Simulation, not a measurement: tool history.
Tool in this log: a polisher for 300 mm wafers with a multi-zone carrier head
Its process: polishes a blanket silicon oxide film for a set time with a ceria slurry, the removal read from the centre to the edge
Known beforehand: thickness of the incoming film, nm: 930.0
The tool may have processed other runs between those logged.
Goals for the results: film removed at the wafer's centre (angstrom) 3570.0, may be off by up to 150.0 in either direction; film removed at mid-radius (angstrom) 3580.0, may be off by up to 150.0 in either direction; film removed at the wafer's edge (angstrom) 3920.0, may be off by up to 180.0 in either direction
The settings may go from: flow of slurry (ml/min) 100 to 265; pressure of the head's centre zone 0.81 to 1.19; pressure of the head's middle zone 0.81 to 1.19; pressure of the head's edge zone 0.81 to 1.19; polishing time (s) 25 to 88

run  hour  flow of slurry (ml/min)  pressure of the head's centre zone  pressure of the head's middle zone  pressure of the head's edge zone  polishing time (s)  film removed at the wafer's centre (angstrom)  film removed at mid-radius (angstrom)  film removed at the wafer's edge (angstrom)
  1   0.0                      170                                1.00                                1.00                              1.00                  56                                         2792.7                                 2697.7                                       2644.9
  2   2.3                      170                                1.00                                1.00                              1.03                  56                                         2778.8                                 2733.7                                       2686.9
  3   9.2                      170                                0.99                                0.99                              1.05                  59                                         2884.8                                 2801.6                                       2840.3
  4  13.0                      170                                0.98                                0.99                              1.07                  62                                         3053.6                                 2966.8                                       3079.3
  5  13.6                      175                                0.97                                0.99                              1.09                  63                                         3051.0                                 3039.0                                       3164.9
  6  15.8                      175                                0.97                                0.99                              1.16                  63                                         3081.1                                 3078.2                                       3180.8
  7  20.3                      175                                0.97                                0.99                              1.16                  63                                         3107.9                                 3028.0                                       3217.1
  8  27.0                      180                                0.96                                0.99                              1.17                  65                                         3093.3                                 3190.5                                       3325.1
  9  33.3                      180                                0.96                                0.98                              1.17                  67                                         3260.6                                 3233.8                                       3443.8
 10  36.5                      180                                0.96                                0.98                              1.17                  67                                         3245.8                                 3201.8                                       3417.9
 11  38.4                      180                                0.95                                0.98                              1.17                  68                                         3218.4                                 3268.2                                       3487.4
 12  42.5                      180                                0.95                                0.98                              1.17                  69                                         3297.2                                 3308.9                                       3568.6
 13  47.5                      180                                0.95                                0.98                              1.17                  70                                         3325.3                                 3361.7                                       3647.7
 14  54.7                      180                                0.95                                0.98                              1.17                  71                                         3435.2                                 3490.3                                       3632.9
 15  60.0                      185                                0.95                                0.97                              1.17                  72                                         3469.5                                 3396.0                                       3724.8

Exactly one of the 5 candidate moves below puts every result within its allowed miss. Which one?
  A  65.3                      265                                0.89                                0.83                              1.19                  75                                              ?                                      ?                                            ?
  B  65.3                      195                                0.92                                0.99                              1.15                  82                                              ?                                      ?                                            ?
  C  65.3                      140                                0.86                                0.89                              1.19                  85                                              ?                                      ?                                            ?
  D  65.3                      185                                0.84                                0.97                              1.19                  83                                              ?                                      ?                                            ?
  E  65.3                      165                                0.92                                0.94                              1.10                  79                                              ?                                      ?                                            ?

move  film removed at the wafer's centre (angstrom)  film removed at mid-radius (angstrom)  film removed at the wafer's edge (angstrom)
   A                                         3601.0                                 3302.7                                       4101.0
   B                                         3892.4                                 4028.2                                       4289.3
   C                                         3588.6                                 3629.2                                       4352.0
   D                                         3611.6                                 3979.9                                       4383.0
   E                                         3647.5                                 3626.5                                       3987.4
A: misses by more than the last run did
B: carries the result that was furthest off beyond its target, to the other side
C: meets the target for the result that was furthest off, but another lies outside its allowed miss
D: carries the result that was furthest off beyond its target, to the other side
E: every result within its allowed miss
The move that meets every target is E.
